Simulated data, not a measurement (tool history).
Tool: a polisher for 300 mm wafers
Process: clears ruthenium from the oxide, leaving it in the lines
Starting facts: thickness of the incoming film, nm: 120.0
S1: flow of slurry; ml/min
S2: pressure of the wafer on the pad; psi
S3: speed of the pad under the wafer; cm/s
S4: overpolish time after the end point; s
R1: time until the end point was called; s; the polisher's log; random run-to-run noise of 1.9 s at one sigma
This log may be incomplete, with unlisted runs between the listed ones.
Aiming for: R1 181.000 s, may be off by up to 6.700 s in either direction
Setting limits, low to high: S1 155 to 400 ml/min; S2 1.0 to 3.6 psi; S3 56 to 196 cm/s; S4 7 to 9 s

Run 1, hour 0.0: S1 255 ml/min, S2 2.3 psi, S3 126 cm/s, S4 9 s. Result: R1 70.570 s.
Run 2, hour 7.5: S1 250 ml/min, S2 1.9 psi, S3 114 cm/s, S4 9 s. Result: R1 95.036 s.
Run 3, hour 13.5: S1 305 ml/min, S2 1.9 psi, S3 114 cm/s, S4 9 s. Result: R1 92.518 s.
Run 4, hour 22.5: S1 305 ml/min, S2 1.7 psi, S3 106 cm/s, S4 9 s. Result: R1 109.200 s.
Run 5, hour 29.5: S1 305 ml/min, S2 1.4 psi, S3 106 cm/s, S4 9 s. Result: R1 135.150 s.
Run 6, hour 33.2: S1 305 ml/min, S2 1.4 psi, S3 86 cm/s, S4 9 s. Result: R1 161.290 s.
Run 7, hour 37.8: S1 300 ml/min, S2 1.4 psi, S3 86 cm/s, S4 9 s. Result: R1 165.670 s.
Run 8, hour 38.7: S1 290 ml/min, S2 1.4 psi, S3 86 cm/s, S4 9 s. Result: R1 163.640 s.
Run 9, hour 41.3: S1 285 ml/min, S2 1.4 psi, S3 86 cm/s, S4 9 s. Result: R1 162.330 s.

Consider the 5 candidate settings below. Which is the only one whose results all fall within their allowed miss of target?
Run A, hour 43.9: S1 245 ml/min, S2 1.3 psi, S3 96 cm/s, S4 9 s. Result: R1 ?.
Run B, hour 43.9: S1 240 ml/min, S2 1.7 psi, S3 72 cm/s, S4 9 s. Result: R1 ?.
Run C, hour 43.9: S1 300 ml/min, S2 1.3 psi, S3 82 cm/s, S4 9 s. Result: R1 ?.
Run D, hour 43.9: S1 280 ml/min, S2 1.4 psi, S3 86 cm/s, S4 7 s. Result: R1 ?.
Run E, hour 43.9: S1 285 ml/min, S2 1.4 psi, S3 84 cm/s, S4 7 s. Result: R1 ?.

move       R1
   A  163.390
   B  166.860
   C  186.260
   D  166.930
   E  170.450
A: closes in on the targets versus the last run, not all within tolerance yet
B: closes in on the targets versus the last run, not all within tolerance yet
C: in spec on every target
D: closes in on the targets versus the last run, not all within tolerance yet
E: closes in on the targets versus the last run, not all within tolerance yet
So the answer is move C, the one that meets all the targets.
